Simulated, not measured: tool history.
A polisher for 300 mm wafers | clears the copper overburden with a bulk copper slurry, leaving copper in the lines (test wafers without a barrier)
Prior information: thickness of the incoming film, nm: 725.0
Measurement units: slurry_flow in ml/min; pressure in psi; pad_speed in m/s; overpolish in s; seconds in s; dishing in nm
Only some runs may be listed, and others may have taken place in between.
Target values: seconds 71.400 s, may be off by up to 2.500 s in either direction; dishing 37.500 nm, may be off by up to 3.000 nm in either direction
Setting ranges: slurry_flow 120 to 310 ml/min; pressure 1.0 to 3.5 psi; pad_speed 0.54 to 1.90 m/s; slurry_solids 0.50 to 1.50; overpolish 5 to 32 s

{"run": 1, "hour": 0.0, "slurry_flow": 200, "pressure": 2.2, "pad_speed": 1.22, "slurry_solids": 1.0, "overpolish": 16, "seconds": 90.948, "dishing": 48.213}
{"run": 2, "hour": 4.9, "slurry_flow": 200, "pressure": 2.6, "pad_speed": 1.22, "slurry_solids": 1.0, "overpolish": 16, "seconds": 76.61, "dishing": 51.941}
{"run": 3, "hour": 13.6, "slurry_flow": 200, "pressure": 2.6, "pad_speed": 1.22, "slurry_solids": 1.0, "overpolish": 21, "seconds": 78.022, "dishing": 54.772}
{"run": 4, "hour": 18.4, "slurry_flow": 200, "pressure": 2.6, "pad_speed": 1.22, "slurry_solids": 1.0, "overpolish": 18, "seconds": 77.503, "dishing": 52.85}
{"run": 5, "hour": 25.9, "slurry_flow": 200, "pressure": 2.6, "pad_speed": 1.22, "slurry_solids": 1.0, "overpolish": 15, "seconds": 76.838, "dishing": 49.724}
{"run": 6, "hour": 30.0, "slurry_flow": 200, "pressure": 2.7, "pad_speed": 1.2, "slurry_solids": 1.0, "overpolish": 13, "seconds": 74.729, "dishing": 49.387}
{"run": 7, "hour": 37.3, "slurry_flow": 200, "pressure": 2.7, "pad_speed": 1.2, "slurry_solids": 1.0, "overpolish": 13, "seconds": 75.349, "dishing": 48.051}
{"run": 8, "hour": 44.8, "slurry_flow": 205, "pressure": 2.8, "pad_speed": 1.18, "slurry_solids": 1.0, "overpolish": 11, "seconds": 74.858, "dishing": 44.348}
{"run": 9, "hour": 46.2, "slurry_flow": 210, "pressure": 2.8, "pad_speed": 1.18, "slurry_solids": 1.0, "overpolish": 10, "seconds": 73.506, "dishing": 43.516}
{"run": 10, "hour": 49.0, "slurry_flow": 215, "pressure": 2.8, "pad_speed": 1.18, "slurry_solids": 1.0, "overpolish": 9, "seconds": 73.458, "dishing": 40.375}
{"run": 11, "hour": 54.9, "slurry_flow": 225, "pressure": 2.9, "pad_speed": 1.18, "slurry_solids": 1.0, "overpolish": 6, "seconds": 71.217, "dishing": 30.803}
{"run": 12, "hour": 59.2, "slurry_flow": 220, "pressure": 2.9, "pad_speed": 1.18, "slurry_solids": 1.0, "overpolish": 6, "seconds": 71.192, "dishing": 30.685}
{"run": 13, "hour": 62.4, "slurry_flow": 210, "pressure": 2.9, "pad_speed": 1.18, "slurry_solids": 1.0, "overpolish": 6, "seconds": 71.332, "dishing": 32.581}

Consider the 4 candidate settings below. Which is the only one whose results all fall within their allowed miss of target?
{"run": "A", "hour": 65.6, "slurry_flow": 160, "pressure": 3.3, "pad_speed": 1.12, "slurry_solids": 0.95, "overpolish": 5, "seconds": "?", "dishing": "?"}
{"run": "B", "hour": 65.6, "slurry_flow": 210, "pressure": 2.6, "pad_speed": 1.28, "slurry_solids": 1.05, "overpolish": 5, "seconds": "?", "dishing": "?"}
{"run": "C", "hour": 65.6, "slurry_flow": 190, "pressure": 2.8, "pad_speed": 1.22, "slurry_solids": 1.05, "overpolish": 8, "seconds": "?", "dishing": "?"}
{"run": "D", "hour": 65.6, "slurry_flow": 285, "pressure": 2.4, "pad_speed": 1.36, "slurry_solids": 1.05, "overpolish": 5, "seconds": "?", "dishing": "?"}

move=A seconds=68.281 dishing=28.709
move=B seconds=72.272 dishing=27.215
move=C seconds=71.126 dishing=38.118
move=D seconds=71.706 dishing=27.260
A: further off than the last run
B: further off than the last run
C: all results land within tolerance of their targets
D: further off than the last run
Move C is the one to make.
